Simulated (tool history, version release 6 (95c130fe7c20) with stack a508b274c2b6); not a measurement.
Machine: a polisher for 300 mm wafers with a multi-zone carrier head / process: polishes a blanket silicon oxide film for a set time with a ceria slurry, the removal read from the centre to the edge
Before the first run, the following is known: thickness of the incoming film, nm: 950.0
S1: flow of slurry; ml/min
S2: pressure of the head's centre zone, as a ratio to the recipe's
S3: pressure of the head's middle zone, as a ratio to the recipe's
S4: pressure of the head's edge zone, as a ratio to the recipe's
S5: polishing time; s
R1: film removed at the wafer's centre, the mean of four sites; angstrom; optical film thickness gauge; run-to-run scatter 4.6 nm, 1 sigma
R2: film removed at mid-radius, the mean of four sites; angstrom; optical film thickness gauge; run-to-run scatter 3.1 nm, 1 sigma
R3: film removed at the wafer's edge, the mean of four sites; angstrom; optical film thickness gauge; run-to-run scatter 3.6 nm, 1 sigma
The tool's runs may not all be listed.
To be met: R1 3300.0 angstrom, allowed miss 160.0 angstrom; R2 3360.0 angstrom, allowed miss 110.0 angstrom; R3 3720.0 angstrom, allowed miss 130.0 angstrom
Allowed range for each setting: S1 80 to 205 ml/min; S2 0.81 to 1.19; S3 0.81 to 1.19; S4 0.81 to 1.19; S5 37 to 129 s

Run 1, hour 0.0: S1 135 ml/min, S2 1.00, S3 1.00, S4 1.00, S5 83 s. Result: R1 2892.0 angstrom, R2 2867.8 angstrom, R3 2830.1 angstrom.
Run 2, hour 7.6: S1 140 ml/min, S2 0.99, S3 1.00, S4 1.02, S5 85 s. Result: R1 2844.9 angstrom, R2 2953.7 angstrom, R3 2996.2 angstrom.
Run 3, hour 10.4: S1 140 ml/min, S2 0.99, S3 1.00, S4 1.02, S5 106 s. Result: R1 3549.1 angstrom, R2 3730.1 angstrom, R3 3712.3 angstrom.
Run 4, hour 12.6: S1 135 ml/min, S2 0.99, S3 0.99, S4 1.03, S5 106 s. Result: R1 3520.0 angstrom, R2 3655.9 angstrom, R3 3674.0 angstrom.
Run 5, hour 13.3: S1 135 ml/min, S2 0.99, S3 0.99, S4 0.97, S5 106 s. Result: R1 3608.9 angstrom, R2 3688.3 angstrom, R3 3608.6 angstrom.
Run 6, hour 18.9: S1 130 ml/min, S2 0.98, S3 0.98, S4 0.98, S5 106 s. Result: R1 3512.4 angstrom, R2 3540.8 angstrom, R3 3577.0 angstrom.
Run 7, hour 19.7: S1 130 ml/min, S2 0.98, S3 0.98, S4 0.99, S5 106 s. Result: R1 3517.2 angstrom, R2 3562.5 angstrom, R3 3595.5 angstrom.
Run 8, hour 21.2: S1 130 ml/min, S2 0.97, S3 0.97, S4 1.00, S5 106 s. Result: R1 3512.6 angstrom, R2 3553.6 angstrom, R3 3634.3 angstrom.
Run 9, hour 23.8: S1 130 ml/min, S2 0.96, S3 0.96, S4 1.01, S5 106 s. Result: R1 3530.7 angstrom, R2 3549.3 angstrom, R3 3637.4 angstrom.
Run 10, hour 29.1: S1 130 ml/min, S2 0.95, S3 0.95, S4 1.02, S5 106 s. Result: R1 3420.5 angstrom, R2 3447.3 angstrom, R3 3614.0 angstrom.

Consider the 4 candidate settings below. Which is the only one whose results all fall within their allowed miss of target?
Run A, hour 34.4: S1 120 ml/min, S2 0.92, S3 0.96, S4 0.96, S5 113 s. Result: R1 ?, R2 ?, R3 ?.
Run B, hour 34.4: S1 110 ml/min, S2 0.96, S3 0.94, S4 1.11, S5 106 s. Result: R1 ?, R2 ?, R3 ?.
Run C, hour 34.4: S1 130 ml/min, S2 1.03, S3 1.01, S4 0.99, S5 99 s. Result: R1 ?, R2 ?, R3 ?.
Run D, hour 34.4: S1 120 ml/min, S2 1.00, S3 1.03, S4 1.06, S5 101 s. Result: R1 ?, R2 ?, R3 ?.

move      R1      R2      R3
   A  3363.4  3706.4  3681.6
   B  3229.1  3361.4  3665.6
   C  3359.9  3426.5  3305.7
   D  3271.3  3497.3  3449.7
A: puts the biggest miss on target and leaves a different result outside tolerance
B: meets every target
C: moves away from the targets compared with the last run
D: moves away from the targets compared with the last run
Answer: B

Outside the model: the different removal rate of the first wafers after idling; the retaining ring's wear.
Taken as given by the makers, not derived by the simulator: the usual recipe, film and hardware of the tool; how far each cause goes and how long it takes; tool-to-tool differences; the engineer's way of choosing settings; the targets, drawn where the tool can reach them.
